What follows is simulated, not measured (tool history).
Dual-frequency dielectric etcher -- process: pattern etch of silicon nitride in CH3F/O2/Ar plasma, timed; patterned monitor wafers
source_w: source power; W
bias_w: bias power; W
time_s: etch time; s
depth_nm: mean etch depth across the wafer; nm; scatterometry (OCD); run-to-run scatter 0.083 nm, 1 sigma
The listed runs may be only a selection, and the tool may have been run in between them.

run 1 hour=0 | source_w=420 bias_w=60 time_s=79 | depth_nm=53.56
run 2 hour=7.9 | source_w=400 bias_w=58 time_s=79 | depth_nm=51.855
run 3 hour=16.6 | source_w=390 bias_w=56 time_s=79 | depth_nm=50.262
run 4 hour=20.7 | source_w=380 bias_w=55 time_s=79 | depth_nm=49.641
run 5 hour=22.6 | source_w=370 bias_w=54 time_s=79 | depth_nm=48.533
run 6 hour=25.3 | source_w=370 bias_w=54 time_s=82.5 | depth_nm=50.755
-- hour=33.6 bias power generator calibrated
run 7 hour=33.6 | source_w=360 bias_w=53 time_s=82.5 | depth_nm=50.329
run 8 hour=34.9 | source_w=350 bias_w=52 time_s=82.5 | depth_nm=49.22
run 9 hour=40.6 | source_w=340 bias_w=51 time_s=82.5 | depth_nm=48.197
run 10 hour=44.4 | source_w=330 bias_w=50 time_s=82.5 | depth_nm=47.232

For run 11, what comes out?
run 11 hour=48.8 | source_w=320 bias_w=49 time_s=82.5 | depth_nm=?

depth_nm: 46.223 nm
